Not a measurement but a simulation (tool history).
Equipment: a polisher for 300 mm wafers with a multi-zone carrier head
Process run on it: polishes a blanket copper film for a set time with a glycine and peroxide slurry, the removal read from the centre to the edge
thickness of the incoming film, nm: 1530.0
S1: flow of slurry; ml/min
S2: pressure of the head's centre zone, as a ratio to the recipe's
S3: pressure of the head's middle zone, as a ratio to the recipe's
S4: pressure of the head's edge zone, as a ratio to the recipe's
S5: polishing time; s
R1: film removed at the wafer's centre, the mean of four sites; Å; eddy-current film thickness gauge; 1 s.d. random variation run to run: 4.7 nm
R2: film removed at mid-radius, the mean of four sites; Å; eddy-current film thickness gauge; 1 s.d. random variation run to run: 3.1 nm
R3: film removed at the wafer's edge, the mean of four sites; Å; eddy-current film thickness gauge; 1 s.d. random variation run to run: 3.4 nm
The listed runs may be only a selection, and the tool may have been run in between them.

{"run": 1, "day": 0.0, "S1": 245, "S2": 1.0, "S3": 1.0, "S4": 1.0, "S5": 60, "R1": 3761.2, "R2": 3769.8, "R3": 3833.4}
{"run": 2, "day": 0.292, "S1": 240, "S2": 1.01, "S3": 0.98, "S4": 1.01, "S5": 59, "R1": 3730.2, "R2": 3658.4, "R3": 3785.0}
{"run": 3, "day": 0.629, "S1": 240, "S2": 0.97, "S3": 0.98, "S4": 1.01, "S5": 59, "R1": 3648.8, "R2": 3667.0, "R3": 3778.5}
{"run": 4, "day": 0.75, "S1": 235, "S2": 0.98, "S3": 0.96, "S4": 1.02, "S5": 58, "R1": 3549.4, "R2": 3510.1, "R3": 3714.7}
{"run": 5, "day": 0.875, "S1": 235, "S2": 0.98, "S3": 0.96, "S4": 1.02, "S5": 72, "R1": 4464.3, "R2": 4233.2, "R3": 4640.4}
{"run": 6, "day": 0.929, "S1": 295, "S2": 0.98, "S3": 0.96, "S4": 1.02, "S5": 72, "R1": 4570.7, "R2": 4465.2, "R3": 4773.4}
{"run": 7, "day": 1.2, "S1": 280, "S2": 0.99, "S3": 0.94, "S4": 1.02, "S5": 69, "R1": 4421.2, "R2": 4162.9, "R3": 4601.1}
{"run": 8, "day": 1.525, "S1": 270, "S2": 1.0, "S3": 0.92, "S4": 1.01, "S5": 67, "R1": 4281.0, "R2": 3847.5, "R3": 4308.4}

Run 9, settings as shown, results not yet in. Your forecast:
{"run": 9, "day": 1.804, "S1": 260, "S2": 1.0, "S3": 0.91, "S4": 1.01, "S5": 66, "R1": "?", "R2": "?", "R3": "?"}

{"run 9": {"R1": 4163.6, "R2": 3894.8, "R3": 4300.7}}
